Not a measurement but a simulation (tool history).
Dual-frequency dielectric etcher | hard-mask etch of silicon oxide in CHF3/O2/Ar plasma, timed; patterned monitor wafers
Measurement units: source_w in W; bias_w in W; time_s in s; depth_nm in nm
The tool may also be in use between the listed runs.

run    day  source_w  bias_w  time_s  depth_nm
  1  0.000       850     125    16.0    30.071
  2  0.229       780     125    16.0    28.964
  3  0.292       810     126    16.0    29.352
  4  0.575       810     126    14.5    26.729
  5  0.762       860     127    14.5    27.648
  6  0.892       900     130    14.5    28.075
  7  1.188       900     130    14.5    27.861

Run 8, settings as shown, results not yet in. Your forecast:
  8  1.458       930     133    14.5         ?

Run 8 yielded depth_nm 28.654 nm.
